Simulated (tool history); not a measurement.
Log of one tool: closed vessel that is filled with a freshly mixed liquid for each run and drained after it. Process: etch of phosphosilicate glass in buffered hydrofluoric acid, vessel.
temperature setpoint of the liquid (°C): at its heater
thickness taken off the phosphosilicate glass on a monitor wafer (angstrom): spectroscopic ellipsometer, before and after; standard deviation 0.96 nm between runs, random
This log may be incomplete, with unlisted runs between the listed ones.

run	hour	temperature setpoint of the liquid (°C)	parts of 40 % ammonium fluoride to one part of 49 % hydrofluoric acid (parts by volume)	time in the liquid (s)	thickness taken off the phosphosilicate glass on a monitor wafer (angstrom)
1	0	25	9.5	30	2270.5
2	8.2	25	11	30	2025.2
3	11.9	25	11	30	2027
4	13.3	23.5	11	30	1870
5	20.3	23.5	11	30	1852.2
6	29.4	22.5	11	30	1770.3
7	38.1	21.5	11	30	1670.8
# hour 42.4: thermometer replaced
8	42.4	20.5	11	30	1741.3

Forecast run 9:
9	44.1	20	11.5	30	?

For run 9 the tool returned thickness taken off the phosphosilicate glass on a monitor wafer (angstrom) 1650.4.

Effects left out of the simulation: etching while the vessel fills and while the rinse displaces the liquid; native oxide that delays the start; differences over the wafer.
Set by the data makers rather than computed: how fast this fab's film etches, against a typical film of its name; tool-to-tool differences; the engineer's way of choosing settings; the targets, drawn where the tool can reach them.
